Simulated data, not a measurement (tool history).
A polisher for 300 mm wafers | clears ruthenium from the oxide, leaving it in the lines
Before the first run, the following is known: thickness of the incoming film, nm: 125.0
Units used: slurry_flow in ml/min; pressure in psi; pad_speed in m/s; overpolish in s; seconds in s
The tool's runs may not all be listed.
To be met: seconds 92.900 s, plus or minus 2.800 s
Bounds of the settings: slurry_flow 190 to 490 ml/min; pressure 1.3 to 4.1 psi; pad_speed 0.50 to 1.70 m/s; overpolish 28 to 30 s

| run | day | slurry_flow | pressure | pad_speed | overpolish | seconds |
|---|---|---|---|---|---|---|
| 1 | 0.000 | 315 | 2.7 | 1.10 | 28 | 58.038 |
| 2 | 0.192 | 315 | 2.5 | 1.10 | 28 | 60.702 |
| 3 | 0.262 | 315 | 2.8 | 1.10 | 28 | 56.796 |
| 4 | 0.475 | 315 | 2.8 | 0.92 | 28 | 64.474 |
| 5 | 0.567 | 385 | 2.8 | 0.92 | 28 | 62.255 |
| 6 | 0.846 | 445 | 2.8 | 0.92 | 28 | 62.843 |
| 7 | 1.112 | 445 | 2.6 | 0.92 | 28 | 64.729 |
| 8 | 1.442 | 440 | 1.9 | 0.88 | 28 | 81.469 |
| 9 | 1.517 | 435 | 1.8 | 0.88 | 28 | 82.245 |
| 10 | 1.767 | 430 | 1.7 | 0.88 | 28 | 86.436 |
| 11 | 1.912 | 425 | 1.7 | 0.88 | 28 | 85.498 |
| 12 | 1.975 | 420 | 1.7 | 0.88 | 28 | 86.906 |
| 13 | 2.325 | 415 | 1.7 | 0.88 | 28 | 86.430 |
| 14 | 2.354 | 415 | 1.7 | 0.88 | 28 | 86.452 |
| 15 | 2.567 | 410 | 1.7 | 0.88 | 28 | 87.029 |
| 16 | 2.712 | 405 | 1.7 | 0.88 | 28 | 87.666 |
| 17 | 2.829 | 400 | 1.7 | 0.88 | 28 | 85.980 |

Exercise: of the 5 proposed moves below, exactly one satisfies all targets within the stated allowed misses. Which move is it?
| A | 2.946 | 410 | 1.5 | 0.98 | 28 | ? |
| B | 2.946 | 460 | 2.5 | 0.54 | 30 | ? |
| C | 2.946 | 425 | 1.4 | 1.06 | 30 | ? |
| D | 2.946 | 390 | 1.7 | 0.92 | 30 | ? |
| E | 2.946 | 405 | 1.6 | 0.80 | 28 | ? |

| move | seconds |
|---|---|
| A | 84.838 |
| B | 85.101 |
| C | 83.642 |
| D | 82.722 |
| E | 91.827 |
A: the biggest miss grows against the last run
B: the biggest miss grows against the last run
C: the biggest miss grows against the last run
D: the biggest miss grows against the last run
E: all results in spec
So the answer is move E, the one that meets all the targets.

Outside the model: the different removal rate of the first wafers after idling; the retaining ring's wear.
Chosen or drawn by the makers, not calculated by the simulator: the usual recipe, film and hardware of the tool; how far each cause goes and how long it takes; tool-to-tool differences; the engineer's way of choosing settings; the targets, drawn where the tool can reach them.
